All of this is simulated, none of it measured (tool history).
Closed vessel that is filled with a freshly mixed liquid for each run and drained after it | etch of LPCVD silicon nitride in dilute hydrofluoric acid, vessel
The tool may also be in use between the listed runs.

| run | day | temperature setpoint of the liquid (K) | parts of water to one part of 49 % hydrofluoric acid (parts by volume) | time in the liquid (s) | thickness taken off the LPCVD silicon nitride on a monitor wafer (Å) |
|---|---|---|---|---|---|
| 1 | 0 | 299.15 | 175 | 2880 | 80.029 |
| 2 | 0.162 | 297.15 | 175 | 2880 | 70.689 |
| 3 | 0.25 | 297.15 | 210 | 2880 | 59.251 |
| 4 | 0.321 | 297.15 | 210 | 3085 | 63.317 |
| 5 | 0.6 | 296.65 | 210 | 3085 | 61.314 |
| 6 | 0.85 | 296.65 | 210 | 3085 | 61.669 |
| 7 | 1.129 | 296.15 | 210 | 3085 | 59.478 |

Expected results for the next run?
| 8 | 1.296 | 295.65 | 210 | 3085 | ? |

thickness taken off the LPCVD silicon nitride on a monitor wafer (Å): 57.227

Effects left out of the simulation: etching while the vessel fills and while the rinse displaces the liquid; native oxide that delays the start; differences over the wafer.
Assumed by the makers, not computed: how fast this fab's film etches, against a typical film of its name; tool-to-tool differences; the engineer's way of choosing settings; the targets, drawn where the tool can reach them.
